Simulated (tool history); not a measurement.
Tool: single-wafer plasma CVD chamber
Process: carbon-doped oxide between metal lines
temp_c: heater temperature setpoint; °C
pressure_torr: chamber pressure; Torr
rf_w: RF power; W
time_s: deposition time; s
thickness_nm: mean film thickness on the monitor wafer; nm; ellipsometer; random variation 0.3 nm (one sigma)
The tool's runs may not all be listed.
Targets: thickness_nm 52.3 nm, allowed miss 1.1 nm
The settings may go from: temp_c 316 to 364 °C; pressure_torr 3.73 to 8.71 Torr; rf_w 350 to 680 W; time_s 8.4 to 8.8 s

run 1 hour=0 | temp_c=340 pressure_torr=6.22 rf_w=515 time_s=8.8 | thickness_nm=47.346
run 2 hour=5.7 | temp_c=338 pressure_torr=6.33 rf_w=520 time_s=8.8 | thickness_nm=48.126
run 3 hour=8.6 | temp_c=338 pressure_torr=6.33 rf_w=520 time_s=8.4 | thickness_nm=46.127
run 4 hour=14.7 | temp_c=338 pressure_torr=7.09 rf_w=520 time_s=8.4 | thickness_nm=46.244
run 5 hour=21.1 | temp_c=338 pressure_torr=7.09 rf_w=465 time_s=8.4 | thickness_nm=43.269
run 6 hour=23.6 | temp_c=345 pressure_torr=7.09 rf_w=465 time_s=8.4 | thickness_nm=42.267
run 7 hour=25.9 | temp_c=343 pressure_torr=7.11 rf_w=485 time_s=8.4 | thickness_nm=43.659
run 8 hour=29.7 | temp_c=341 pressure_torr=7.13 rf_w=500 time_s=8.4 | thickness_nm=44.708
run 9 hour=35.6 | temp_c=341 pressure_torr=7.13 rf_w=500 time_s=8.4 | thickness_nm=44.746
run 10 hour=42.3 | temp_c=339 pressure_torr=7.15 rf_w=515 time_s=8.4 | thickness_nm=45.551
run 11 hour=49.4 | temp_c=338 pressure_torr=7.12 rf_w=530 time_s=8.4 | thickness_nm=46.988
run 12 hour=55.2 | temp_c=336 pressure_torr=7.14 rf_w=540 time_s=8.4 | thickness_nm=47.178
run 13 hour=60.4 | temp_c=335 pressure_torr=7.12 rf_w=550 time_s=8.4 | thickness_nm=48.78
run 14 hour=63.2 | temp_c=333 pressure_torr=7.14 rf_w=555 time_s=8.4 | thickness_nm=48.482

Which of these 5 next moves meets every target?
run A hour=66 | temp_c=337 pressure_torr=7.34 rf_w=585 time_s=8.8 | thickness_nm=?
run B hour=66 | temp_c=329 pressure_torr=8.7 rf_w=610 time_s=8.8 | thickness_nm=?
run C hour=66 | temp_c=328 pressure_torr=8.7 rf_w=610 time_s=8.8 | thickness_nm=?
run D hour=66 | temp_c=334 pressure_torr=6.93 rf_w=645 time_s=8.7 | thickness_nm=?
run E hour=66 | temp_c=339 pressure_torr=7.5 rf_w=485 time_s=8.4 | thickness_nm=?

move=A thickness_nm=52.092
move=B thickness_nm=55.489
move=C thickness_nm=55.72
move=D thickness_nm=54.822
move=E thickness_nm=44.533
A: meets every target
B: takes the result that was furthest off past its target
C: takes the result that was furthest off past its target
D: takes the result that was furthest off past its target
E: further off than the last run
The right move is A.
